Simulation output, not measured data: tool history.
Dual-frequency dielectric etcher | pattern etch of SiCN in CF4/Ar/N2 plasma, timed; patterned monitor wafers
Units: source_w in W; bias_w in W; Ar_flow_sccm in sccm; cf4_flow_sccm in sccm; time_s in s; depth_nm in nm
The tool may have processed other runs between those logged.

run,hour,source_w,bias_w,Ar_flow_sccm,cf4_flow_sccm,time_s,depth_nm
1,0,410,79,130,43,113,72.374
2,3.4,410,79,141,43,113,71.899
3,10.1,410,79,141,43,113,71.87
4,14.5,420,79,141,43,113,72.933
5,20.5,420,87,141,43,113,75.485
6,21,450,87,141,43,113,79.416
7,27.7,460,87,141,43,113,80.427
8,36.7,470,87,141,43,113,81.792

The next listed run, before its measurement:
9,39.5,480,87,141,43,113,?

Logged for run 9: depth_nm 83.162 nm.

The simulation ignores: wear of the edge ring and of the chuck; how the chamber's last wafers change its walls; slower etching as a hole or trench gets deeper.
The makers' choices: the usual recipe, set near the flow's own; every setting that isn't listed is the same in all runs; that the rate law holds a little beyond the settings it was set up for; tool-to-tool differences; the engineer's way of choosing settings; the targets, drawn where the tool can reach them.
